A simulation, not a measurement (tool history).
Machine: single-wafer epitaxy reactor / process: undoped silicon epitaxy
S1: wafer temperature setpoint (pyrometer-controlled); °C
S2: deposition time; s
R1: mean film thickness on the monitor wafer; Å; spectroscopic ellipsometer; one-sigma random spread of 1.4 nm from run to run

| run | hour | S1 | S2 | R1 |
|---|---|---|---|---|
| 1 | 0.0 | 670 | 524 | 1427.3 |
| 2 | 3.2 | 670 | 474 | 1316.7 |
| 3 | 8.7 | 670 | 503 | 1397.6 |
| 4 | 12.1 | 675 | 506 | 1530.9 |
| 5 | 13.5 | 679 | 514 | 1700.4 |
| 6 | 15.9 | 674 | 514 | 1524.6 |

What does the tool deliver on the next run?
| 7 | 19.4 | 679 | 518 | ? |

R1: 1734.2 Å
